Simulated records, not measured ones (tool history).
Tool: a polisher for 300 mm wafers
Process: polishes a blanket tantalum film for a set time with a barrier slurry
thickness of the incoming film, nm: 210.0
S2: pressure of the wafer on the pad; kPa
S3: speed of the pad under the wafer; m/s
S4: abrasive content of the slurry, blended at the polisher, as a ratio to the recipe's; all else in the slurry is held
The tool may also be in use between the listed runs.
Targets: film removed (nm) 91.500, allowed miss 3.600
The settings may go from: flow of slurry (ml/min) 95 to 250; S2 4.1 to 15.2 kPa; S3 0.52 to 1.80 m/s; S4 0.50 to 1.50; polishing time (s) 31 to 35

run 1 hour=0.0 | flow_of_slurry_(ml/min)=160 S2=9.7 S3=1.16 S4=1.00 polishing_time_(s)=35 | film_removed_(nm)=56.308
run 2 hour=8.7 | flow_of_slurry_(ml/min)=160 S2=9.7 S3=1.16 S4=0.85 polishing_time_(s)=35 | film_removed_(nm)=54.934
run 3 hour=13.6 | flow_of_slurry_(ml/min)=160 S2=9.7 S3=1.16 S4=0.70 polishing_time_(s)=35 | film_removed_(nm)=53.602
run 4 hour=19.2 | flow_of_slurry_(ml/min)=165 S2=11.0 S3=1.16 S4=0.70 polishing_time_(s)=35 | film_removed_(nm)=59.611
run 5 hour=25.6 | flow_of_slurry_(ml/min)=165 S2=11.0 S3=1.16 S4=0.60 polishing_time_(s)=35 | film_removed_(nm)=60.294
run 6 hour=28.3 | flow_of_slurry_(ml/min)=165 S2=11.0 S3=1.16 S4=0.50 polishing_time_(s)=35 | film_removed_(nm)=57.649
run 7 hour=35.9 | flow_of_slurry_(ml/min)=165 S2=11.7 S3=1.18 S4=0.50 polishing_time_(s)=35 | film_removed_(nm)=63.269
run 8 hour=43.5 | flow_of_slurry_(ml/min)=165 S2=12.4 S3=1.20 S4=0.50 polishing_time_(s)=35 | film_removed_(nm)=66.554
run 9 hour=51.0 | flow_of_slurry_(ml/min)=170 S2=13.1 S3=1.22 S4=0.50 polishing_time_(s)=35 | film_removed_(nm)=71.589
run 10 hour=57.3 | flow_of_slurry_(ml/min)=170 S2=13.8 S3=1.24 S4=0.50 polishing_time_(s)=35 | film_removed_(nm)=76.874
run 11 hour=62.6 | flow_of_slurry_(ml/min)=170 S2=13.8 S3=1.26 S4=0.50 polishing_time_(s)=35 | film_removed_(nm)=79.018
run 12 hour=67.2 | flow_of_slurry_(ml/min)=170 S2=14.5 S3=1.28 S4=0.50 polishing_time_(s)=35 | film_removed_(nm)=83.637

4 next moves are on the table. One of them brings every result within its allowed miss. Which?
run A hour=71.8 | flow_of_slurry_(ml/min)=155 S2=15.2 S3=1.18 S4=0.50 polishing_time_(s)=31 | film_removed_(nm)=?
run B hour=71.8 | flow_of_slurry_(ml/min)=170 S2=15.2 S3=1.32 S4=0.50 polishing_time_(s)=35 | film_removed_(nm)=?
run C hour=71.8 | flow_of_slurry_(ml/min)=205 S2=13.1 S3=1.34 S4=0.50 polishing_time_(s)=33 | film_removed_(nm)=?
run D hour=71.8 | flow_of_slurry_(ml/min)=165 S2=14.5 S3=1.24 S4=0.50 polishing_time_(s)=32 | film_removed_(nm)=?

move=A film_removed_(nm)=70.911
move=B film_removed_(nm)=90.225
move=C film_removed_(nm)=76.306
move=D film_removed_(nm)=73.915
A: further off than the last run
B: meets every target
C: further off than the last run
D: further off than the last run
The right move is B.
